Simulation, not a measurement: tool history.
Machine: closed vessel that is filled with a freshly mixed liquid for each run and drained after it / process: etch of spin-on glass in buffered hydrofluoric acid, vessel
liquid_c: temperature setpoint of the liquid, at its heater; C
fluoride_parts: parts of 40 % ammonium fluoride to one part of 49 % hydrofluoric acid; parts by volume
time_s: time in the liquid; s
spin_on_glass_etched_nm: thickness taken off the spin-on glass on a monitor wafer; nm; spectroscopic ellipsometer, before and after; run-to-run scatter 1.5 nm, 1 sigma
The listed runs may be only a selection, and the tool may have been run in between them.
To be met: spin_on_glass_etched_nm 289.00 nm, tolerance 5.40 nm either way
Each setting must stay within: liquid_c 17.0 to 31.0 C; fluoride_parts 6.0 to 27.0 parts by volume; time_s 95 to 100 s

Run 1, hour 0.0: liquid_c 23.0 C, fluoride_parts 16.5 parts by volume, time_s 95 s. Result: spin_on_glass_etched_nm 176.21 nm.
Run 2, hour 2.2: liquid_c 23.0 C, fluoride_parts 16.5 parts by volume, time_s 95 s. Result: spin_on_glass_etched_nm 174.47 nm.
Run 3, hour 5.6: liquid_c 24.5 C, fluoride_parts 16.5 parts by volume, time_s 95 s. Result: spin_on_glass_etched_nm 189.67 nm.
Run 4, hour 10.9: liquid_c 24.5 C, fluoride_parts 20.5 parts by volume, time_s 95 s. Result: spin_on_glass_etched_nm 155.66 nm.
Run 5, hour 16.5: liquid_c 24.5 C, fluoride_parts 20.5 parts by volume, time_s 95 s. Result: spin_on_glass_etched_nm 154.35 nm.
Run 6, hour 20.6: liquid_c 21.0 C, fluoride_parts 20.5 parts by volume, time_s 95 s. Result: spin_on_glass_etched_nm 126.99 nm.
Run 7, hour 26.2: liquid_c 22.5 C, fluoride_parts 19.5 parts by volume, time_s 95 s. Result: spin_on_glass_etched_nm 144.88 nm.
Run 8, hour 30.8: liquid_c 24.0 C, fluoride_parts 19.0 parts by volume, time_s 95 s. Result: spin_on_glass_etched_nm 161.22 nm.
Run 9, hour 36.1: liquid_c 24.0 C, fluoride_parts 19.0 parts by volume, time_s 95 s. Result: spin_on_glass_etched_nm 160.98 nm.
Run 10, hour 37.6: liquid_c 25.0 C, fluoride_parts 18.5 parts by volume, time_s 95 s. Result: spin_on_glass_etched_nm 175.14 nm.
Run 11, hour 41.3: liquid_c 26.0 C, fluoride_parts 18.0 parts by volume, time_s 95 s. Result: spin_on_glass_etched_nm 188.46 nm.
Run 12, hour 49.2: liquid_c 27.0 C, fluoride_parts 17.5 parts by volume, time_s 95 s. Result: spin_on_glass_etched_nm 206.82 nm.
Run 13, hour 54.6: liquid_c 27.5 C, fluoride_parts 17.0 parts by volume, time_s 95 s. Result: spin_on_glass_etched_nm 217.59 nm.
Run 14, hour 61.2: liquid_c 31.0 C, fluoride_parts 15.0 parts by volume, time_s 95 s. Result: spin_on_glass_etched_nm 297.23 nm.

Below are 4 possible settings for the next run. Only one of them brings all results inside the allowed miss of their targets. Which is it?
Run A, hour 67.8: liquid_c 27.5 C, fluoride_parts 13.0 parts by volume, time_s 100 s. Result: spin_on_glass_etched_nm ?.
Run B, hour 67.8: liquid_c 30.5 C, fluoride_parts 14.5 parts by volume, time_s 95 s. Result: spin_on_glass_etched_nm ?.
Run C, hour 67.8: liquid_c 31.0 C, fluoride_parts 15.5 parts by volume, time_s 95 s. Result: spin_on_glass_etched_nm ?.
Run D, hour 67.8: liquid_c 28.0 C, fluoride_parts 12.5 parts by volume, time_s 95 s. Result: spin_on_glass_etched_nm ?.

move  spin_on_glass_etched_nm
   A                   300.83
   B                   300.97
   C                   289.41
   D                   304.98
A: the biggest miss grows against the last run
B: the biggest miss grows against the last run
C: hits every target within its allowed miss
D: the biggest miss grows against the last run
The right move is C.
